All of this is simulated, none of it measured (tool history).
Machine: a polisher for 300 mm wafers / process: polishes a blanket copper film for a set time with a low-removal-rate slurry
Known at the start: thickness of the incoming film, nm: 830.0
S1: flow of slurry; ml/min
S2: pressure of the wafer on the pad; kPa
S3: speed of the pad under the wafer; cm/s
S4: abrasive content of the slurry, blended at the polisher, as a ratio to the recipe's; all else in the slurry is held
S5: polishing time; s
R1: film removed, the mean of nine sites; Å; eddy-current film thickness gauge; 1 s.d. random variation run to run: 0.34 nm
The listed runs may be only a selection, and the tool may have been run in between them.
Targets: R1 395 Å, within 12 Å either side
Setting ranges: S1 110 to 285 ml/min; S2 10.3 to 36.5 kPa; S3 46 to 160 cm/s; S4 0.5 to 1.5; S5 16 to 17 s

run	hour	S1	S2	S3	S4	S5	R1
1	0	180	23.4	102	1	17	683.58
2	1.8	220	23.4	102	1	17	689.02
3	10.9	220	17.9	102	1	17	545.69
4	17.9	220	17.2	102	1	17	538.04
5	19.9	220	16.5	102	1	17	513.25
6	25.6	220	16.5	102	1	16	482.63
7	33.6	220	15.9	102	1	16	469.25
8	34.9	220	15.2	102	1	16	445.06
9	36.7	190	12.4	102	1	16	374.56
10	42.5	195	12.4	102	1	16	364.97
11	47.9	200	12.4	102	1	16	368.06
12	55.2	205	12.4	102	1	16	375.03
13	57.5	210	12.4	102	1	16	373.08
14	61	215	12.4	102	1	16	380.34
15	62.9	225	12.4	102	1	16	374.67
16	68.4	225	13.8	102	1	16	419.43
17	74.9	220	13.8	102	1	16	413.46

Exercise: of the 5 proposed moves below, exactly one satisfies all targets within the stated allowed misses. Which move is it?
A	81.4	200	10.3	116	0.95	16	?
B	81.4	255	11	112	0.9	16	?
C	81.4	190	13.8	102	0.9	17	?
D	81.4	190	14.5	90	1	17	?
E	81.4	240	13.8	90	1.05	16	?

move	R1
A	360.97
B	372.12
C	422.55
D	399.25
E	372.95
A: moves the result that the last run missed by most past its target, out the other side
B: moves the result that the last run missed by most past its target, out the other side
C: further off than the last run
D: hits every target within its allowed miss
E: moves the result that the last run missed by most past its target, out the other side
The right move is D.
